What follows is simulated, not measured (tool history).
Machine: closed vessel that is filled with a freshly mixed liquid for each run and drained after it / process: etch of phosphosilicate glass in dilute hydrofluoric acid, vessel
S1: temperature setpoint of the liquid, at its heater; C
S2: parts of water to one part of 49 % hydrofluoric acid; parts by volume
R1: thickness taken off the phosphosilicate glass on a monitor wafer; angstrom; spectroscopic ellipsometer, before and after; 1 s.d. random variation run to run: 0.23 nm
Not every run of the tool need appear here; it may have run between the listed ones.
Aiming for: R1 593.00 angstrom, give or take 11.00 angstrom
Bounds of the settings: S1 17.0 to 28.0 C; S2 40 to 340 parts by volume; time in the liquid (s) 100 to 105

Run 1, hour 0.0: S1 20.0 C, S2 190 parts by volume, time in the liquid (s) 100. Result: R1 316.49 angstrom.
Run 2, hour 2.5: S1 22.5 C, S2 175 parts by volume, time in the liquid (s) 100. Result: R1 383.84 angstrom.
Run 3, hour 8.9: S1 24.5 C, S2 175 parts by volume, time in the liquid (s) 100. Result: R1 412.60 angstrom.
Run 4, hour 10.5: S1 24.5 C, S2 175 parts by volume, time in the liquid (s) 105. Result: R1 433.72 angstrom.
Run 5, hour 12.9: S1 24.5 C, S2 175 parts by volume, time in the liquid (s) 105. Result: R1 433.32 angstrom.
Run 6, hour 20.9: S1 25.5 C, S2 165 parts by volume, time in the liquid (s) 105. Result: R1 487.11 angstrom.
Run 7, hour 27.1: S1 26.5 C, S2 160 parts by volume, time in the liquid (s) 105. Result: R1 518.06 angstrom.
Run 8, hour 31.9: S1 27.0 C, S2 155 parts by volume, time in the liquid (s) 105. Result: R1 549.51 angstrom.
Run 9, hour 33.0: S1 27.5 C, S2 155 parts by volume, time in the liquid (s) 105. Result: R1 557.36 angstrom.

Of the 4 settings listed for the next run, only one would bring every result within its allowed miss of target. Which one?
Run A, hour 34.1: S1 26.0 C, S2 165 parts by volume, time in the liquid (s) 105. Result: R1 ?.
Run B, hour 34.1: S1 28.0 C, S2 155 parts by volume, time in the liquid (s) 105. Result: R1 ?.
Run C, hour 34.1: S1 26.0 C, S2 140 parts by volume, time in the liquid (s) 100. Result: R1 ?.
Run D, hour 34.1: S1 27.0 C, S2 145 parts by volume, time in the liquid (s) 105. Result: R1 ?.

move      R1
   A  495.44
   B  574.59
   C  572.94
   D  599.35
A: further off than the last run
B: closer than the last run, but not yet in spec
C: closer than the last run, but not yet in spec
D: all results land within tolerance of their targets
Move D is the one to make.

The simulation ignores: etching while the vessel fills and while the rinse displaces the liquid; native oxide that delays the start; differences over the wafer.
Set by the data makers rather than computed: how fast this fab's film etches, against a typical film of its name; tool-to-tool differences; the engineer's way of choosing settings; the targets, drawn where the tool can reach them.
